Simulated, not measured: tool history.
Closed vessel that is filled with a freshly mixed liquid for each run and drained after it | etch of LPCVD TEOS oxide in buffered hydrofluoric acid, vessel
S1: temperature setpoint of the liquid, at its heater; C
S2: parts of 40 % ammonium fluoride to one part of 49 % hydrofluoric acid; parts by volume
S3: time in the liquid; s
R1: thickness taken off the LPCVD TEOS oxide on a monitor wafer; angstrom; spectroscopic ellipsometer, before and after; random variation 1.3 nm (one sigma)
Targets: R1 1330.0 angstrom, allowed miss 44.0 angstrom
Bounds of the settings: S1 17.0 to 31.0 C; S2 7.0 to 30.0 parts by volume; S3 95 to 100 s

run	hour	S1	S2	S3	R1
1	0.0	23.0	20.0	95	1497.4
2	3.6	23.0	16.0	95	1876.5
3	11.5	23.0	11.5	95	2656.7
4	13.2	21.0	13.0	95	2042.8
5	19.0	21.0	13.0	100	2217.9
6	20.2	20.0	14.0	100	1893.2
7	25.1	19.0	14.5	100	1733.7
8	31.8	18.5	15.0	100	1633.6
9	33.3	17.0	18.0	100	1258.0

5 next moves are on the table. One of them brings every result within its allowed miss. Which?
A	34.8	17.0	18.5	100	?
B	34.8	19.0	18.0	95	?
C	34.8	17.0	18.0	95	?
D	34.8	17.0	17.5	95	?
E	34.8	17.5	19.0	100	?

move	R1
A	1215.1
B	1328.9
C	1186.0
D	1219.5
E	1217.8
A: further off than the last run
B: meets every target
C: further off than the last run
D: further off than the last run
E: further off than the last run
Move B is the one to make.

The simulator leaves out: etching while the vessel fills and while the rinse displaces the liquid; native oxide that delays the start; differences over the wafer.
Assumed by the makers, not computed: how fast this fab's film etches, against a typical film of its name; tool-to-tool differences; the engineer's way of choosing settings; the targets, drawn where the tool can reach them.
